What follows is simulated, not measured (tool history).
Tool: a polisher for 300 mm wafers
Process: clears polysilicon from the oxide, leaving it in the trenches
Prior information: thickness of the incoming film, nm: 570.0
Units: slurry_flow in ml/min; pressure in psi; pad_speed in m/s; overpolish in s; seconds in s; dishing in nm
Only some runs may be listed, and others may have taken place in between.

{"run": 1, "day": 0.0, "slurry_flow": 255, "pressure": 2.3, "pad_speed": 1.04, "overpolish": 20, "seconds": 58.006, "dishing": 59.347}
{"run": 2, "day": 0.333, "slurry_flow": 295, "pressure": 2.3, "pad_speed": 1.04, "overpolish": 20, "seconds": 56.417, "dishing": 59.773}
{"run": 3, "day": 0.396, "slurry_flow": 295, "pressure": 2.1, "pad_speed": 1.02, "overpolish": 21, "seconds": 63.536, "dishing": 58.014}
{"run": 4, "day": 0.617, "slurry_flow": 260, "pressure": 2.1, "pad_speed": 1.02, "overpolish": 21, "seconds": 63.376, "dishing": 57.747}
{"run": 5, "day": 0.967, "slurry_flow": 280, "pressure": 2.0, "pad_speed": 0.96, "overpolish": 24, "seconds": 70.853, "dishing": 60.085}
{"run": 6, "day": 1.133, "slurry_flow": 280, "pressure": 1.8, "pad_speed": 0.96, "overpolish": 25, "seconds": 75.94, "dishing": 57.545}

Predict the results of run 7:
{"run": 7, "day": 1.471, "slurry_flow": 280, "pressure": 1.7, "pad_speed": 0.94, "overpolish": 27, "seconds": "?", "dishing": "?"}

Run 7 produced seconds 82.387 s, dishing 59.930 nm.
